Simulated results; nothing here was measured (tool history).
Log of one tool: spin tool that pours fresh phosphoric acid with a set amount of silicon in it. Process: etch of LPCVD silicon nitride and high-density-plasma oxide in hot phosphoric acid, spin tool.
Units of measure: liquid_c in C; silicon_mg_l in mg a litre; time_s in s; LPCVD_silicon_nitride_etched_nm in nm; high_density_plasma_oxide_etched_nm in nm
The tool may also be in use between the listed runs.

run	hour	liquid_c	silicon_mg_l	time_s	LPCVD_silicon_nitride_etched_nm	high_density_plasma_oxide_etched_nm
1	0.0	160.0	9.5	180	17.747	0.39278
2	7.1	161.5	8.0	205	21.256	0.55929
3	14.8	162.5	9.0	225	24.012	0.58147
4	19.8	163.0	7.5	240	26.075	0.74105
5	22.6	163.5	7.5	255	28.116	0.72462
6	28.3	163.5	7.5	195	21.551	0.61103
7	34.7	164.0	7.0	220	24.663	0.72493
8	35.6	164.5	6.5	240	27.569	0.73294

Run 9 is up next; what results do you expect?
9	44.1	164.5	4.5	255	?	?

{"run 9": {"LPCVD_silicon_nitride_etched_nm": 29.048, "high_density_plasma_oxide_etched_nm": 0.99161}}

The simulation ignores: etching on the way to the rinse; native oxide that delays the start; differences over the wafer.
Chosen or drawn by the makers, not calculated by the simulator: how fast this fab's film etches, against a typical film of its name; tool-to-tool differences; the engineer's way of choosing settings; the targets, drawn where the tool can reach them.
